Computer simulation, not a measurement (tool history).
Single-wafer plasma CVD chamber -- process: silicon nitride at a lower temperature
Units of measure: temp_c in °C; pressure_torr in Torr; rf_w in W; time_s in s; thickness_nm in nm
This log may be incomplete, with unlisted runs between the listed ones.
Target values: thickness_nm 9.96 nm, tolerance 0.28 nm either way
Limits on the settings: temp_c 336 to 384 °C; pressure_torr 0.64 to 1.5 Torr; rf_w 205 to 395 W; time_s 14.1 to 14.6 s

run 1 hour=0 | temp_c=360 pressure_torr=1.07 rf_w=300 time_s=14.1 | thickness_nm=13.455
run 2 hour=6.6 | temp_c=360 pressure_torr=1.03 rf_w=290 time_s=14.1 | thickness_nm=12.983
run 3 hour=9.8 | temp_c=360 pressure_torr=1.03 rf_w=325 time_s=14.1 | thickness_nm=14.16
run 4 hour=18.5 | temp_c=360 pressure_torr=1.03 rf_w=325 time_s=14.1 | thickness_nm=14.147
run 5 hour=26.1 | temp_c=360 pressure_torr=1.03 rf_w=300 time_s=14.1 | thickness_nm=13.37
run 6 hour=34.5 | temp_c=360 pressure_torr=0.99 rf_w=290 time_s=14.1 | thickness_nm=12.817
run 7 hour=39.2 | temp_c=360 pressure_torr=0.96 rf_w=280 time_s=14.1 | thickness_nm=12.431
run 8 hour=45.5 | temp_c=360 pressure_torr=0.93 rf_w=270 time_s=14.1 | thickness_nm=11.922
run 9 hour=51.3 | temp_c=360 pressure_torr=0.72 rf_w=220 time_s=14.1 | thickness_nm=9.366
-- hour=53.8 thermocouple changed; heater temperature recalibrated
run 10 hour=53.8 | temp_c=360 pressure_torr=0.73 rf_w=220 time_s=14.1 | thickness_nm=9.3617
run 11 hour=58.5 | temp_c=360 pressure_torr=0.74 rf_w=220 time_s=14.1 | thickness_nm=9.5025
run 12 hour=61.8 | temp_c=360 pressure_torr=0.74 rf_w=220 time_s=14.1 | thickness_nm=9.4503
run 13 hour=67.7 | temp_c=360 pressure_torr=0.75 rf_w=220 time_s=14.1 | thickness_nm=9.4705
run 14 hour=74.5 | temp_c=360 pressure_torr=0.75 rf_w=220 time_s=14.1 | thickness_nm=9.4726

Exactly one of the 4 candidate moves below puts every result within its allowed miss. Which one?
run A hour=81.3 | temp_c=355 pressure_torr=0.64 rf_w=220 time_s=14.1 | thickness_nm=?
run B hour=81.3 | temp_c=363 pressure_torr=0.91 rf_w=205 time_s=14.6 | thickness_nm=?
run C hour=81.3 | temp_c=355 pressure_torr=0.74 rf_w=205 time_s=14.1 | thickness_nm=?
run D hour=81.3 | temp_c=358 pressure_torr=0.78 rf_w=210 time_s=14.1 | thickness_nm=?

move=A thickness_nm=8.9235
move=B thickness_nm=9.8175
move=C thickness_nm=8.887
move=D thickness_nm=9.2133
A: its largest miss is bigger than the last run's
B: all results in spec
C: its largest miss is bigger than the last run's
D: its largest miss is bigger than the last run's
Answer: B
